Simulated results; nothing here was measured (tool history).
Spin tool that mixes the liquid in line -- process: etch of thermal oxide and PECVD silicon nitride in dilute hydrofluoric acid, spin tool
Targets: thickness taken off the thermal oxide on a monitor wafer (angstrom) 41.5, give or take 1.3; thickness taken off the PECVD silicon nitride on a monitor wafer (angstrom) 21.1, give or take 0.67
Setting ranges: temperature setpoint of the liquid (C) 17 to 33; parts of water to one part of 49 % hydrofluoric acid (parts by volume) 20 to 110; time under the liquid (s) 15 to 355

run,day,temperature setpoint of the liquid (C),parts of water to one part of 49 % hydrofluoric acid (parts by volume),time under the liquid (s),thickness taken off the thermal oxide on a monitor wafer (angstrom),thickness taken off the PECVD silicon nitride on a monitor wafer (angstrom)
1,0,25,60,180,139.75,74.743
2,0.042,28,60,180,154.54,90.619
3,0.275,28,45,180,213.96,122.67
4,0.388,28,60,180,156.84,91.192
5,0.442,25,60,180,139.27,74.412
6,0.696,25,60,230,176.82,94.994
7,0.842,24,75,215,124.8,66.71
8,0.942,23,85,195,94.66,50.242
9,0.975,22,90,180,78.964,40.567
10,1.125,21.5,95,165,67.427,34.227
11,1.488,21.5,100,150,57.549,29.785

Which of these 5 next moves meets every target?
A,1.85,20,110,130,?,?
B,1.85,20,95,105,?,?
C,1.85,24.5,100,105,?,?
D,1.85,20.5,90,90,?,?
E,1.85,27,100,165,?,?

move,thickness taken off the thermal oxide on a monitor wafer (angstrom),thickness taken off the PECVD silicon nitride on a monitor wafer (angstrom)
A,42.343,21.153
B,40.266,19.713
C,45.592,25.331
D,37.401,18.43
E,78.98,46.826
A: meets every target
B: takes the biggest miss from the last run beyond its target
C: an improvement on the last run, though not all results are within tolerance
D: takes the biggest miss from the last run beyond its target
E: moves away from the targets compared with the last run
Go with A: it meets all targets.

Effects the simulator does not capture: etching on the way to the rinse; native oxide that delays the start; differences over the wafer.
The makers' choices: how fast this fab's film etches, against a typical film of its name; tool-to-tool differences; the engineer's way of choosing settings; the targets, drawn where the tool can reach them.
